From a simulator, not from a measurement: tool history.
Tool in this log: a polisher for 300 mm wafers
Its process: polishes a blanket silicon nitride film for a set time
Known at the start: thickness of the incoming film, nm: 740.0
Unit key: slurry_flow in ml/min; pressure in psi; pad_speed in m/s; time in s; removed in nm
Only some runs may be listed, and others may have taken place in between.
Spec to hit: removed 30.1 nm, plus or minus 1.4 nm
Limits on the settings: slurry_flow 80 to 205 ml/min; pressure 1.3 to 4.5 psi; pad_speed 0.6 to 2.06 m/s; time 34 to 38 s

run 1 hour=0 | slurry_flow=135 pressure=2.9 pad_speed=1.32 time=38 | removed=64.921
run 2 hour=3.9 | slurry_flow=150 pressure=2.9 pad_speed=1.32 time=38 | removed=65.57
run 3 hour=12.2 | slurry_flow=150 pressure=2.5 pad_speed=1.22 time=38 | removed=53.312
run 4 hour=19.6 | slurry_flow=150 pressure=2.2 pad_speed=1.22 time=38 | removed=47.465
run 5 hour=25.8 | slurry_flow=140 pressure=2.2 pad_speed=1.22 time=38 | removed=47.307
run 6 hour=26.3 | slurry_flow=140 pressure=2 pad_speed=1.16 time=38 | removed=40.822
run 7 hour=33 | slurry_flow=135 pressure=1.8 pad_speed=1.16 time=38 | removed=36.523
run 8 hour=38 | slurry_flow=125 pressure=1.7 pad_speed=1.16 time=38 | removed=33.135
run 9 hour=40 | slurry_flow=120 pressure=1.7 pad_speed=1.16 time=38 | removed=33.09
run 10 hour=45.1 | slurry_flow=115 pressure=1.7 pad_speed=1.16 time=38 | removed=32.671
run 11 hour=50.7 | slurry_flow=110 pressure=1.7 pad_speed=1.16 time=38 | removed=32.083
run 12 hour=52.7 | slurry_flow=105 pressure=1.7 pad_speed=1.16 time=38 | removed=31.427

Which of these 4 next moves meets every target?
run A hour=54.7 | slurry_flow=100 pressure=1.5 pad_speed=1.64 time=35 | removed=?
run B hour=54.7 | slurry_flow=100 pressure=1.8 pad_speed=1.2 time=37 | removed=?
run C hour=54.7 | slurry_flow=110 pressure=1.5 pad_speed=1.26 time=38 | removed=?
run D hour=54.7 | slurry_flow=130 pressure=1.4 pad_speed=1.54 time=36 | removed=?

move=A removed=33.384
move=B removed=32.675
move=C removed=30.388
move=D removed=33.421
A: its largest miss is bigger than the last run's
B: its largest miss is bigger than the last run's
C: meets every target
D: its largest miss is bigger than the last run's
Answer: C

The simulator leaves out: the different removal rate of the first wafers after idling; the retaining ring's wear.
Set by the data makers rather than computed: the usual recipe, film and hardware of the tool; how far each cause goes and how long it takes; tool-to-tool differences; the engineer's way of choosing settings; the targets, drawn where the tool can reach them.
